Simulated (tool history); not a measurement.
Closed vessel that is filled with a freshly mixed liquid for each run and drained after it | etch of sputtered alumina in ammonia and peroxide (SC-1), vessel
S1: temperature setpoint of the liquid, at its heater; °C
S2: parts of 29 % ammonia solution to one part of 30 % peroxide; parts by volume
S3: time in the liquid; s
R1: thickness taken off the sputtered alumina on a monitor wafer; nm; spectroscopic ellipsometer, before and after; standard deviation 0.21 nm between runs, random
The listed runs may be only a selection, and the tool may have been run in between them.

run 1 hour=0.0 | S1=62.0 S2=0.75 S3=260 | R1=19.237
run 2 hour=7.3 | S1=63.0 S2=0.75 S3=260 | R1=20.260
run 3 hour=15.3 | S1=63.0 S2=0.55 S3=260 | R1=19.477
run 4 hour=24.2 | S1=64.0 S2=0.55 S3=260 | R1=20.623
run 5 hour=25.2 | S1=59.5 S2=0.55 S3=260 | R1=16.659
run 6 hour=30.0 | S1=59.5 S2=0.55 S3=260 | R1=16.386
run 7 hour=37.8 | S1=61.5 S2=0.55 S3=260 | R1=18.080

Run 8, settings as shown, results not yet in. Your forecast:
run 8 hour=46.7 | S1=68.0 S2=0.55 S3=260 | R1=?

R1: 24.941 nm
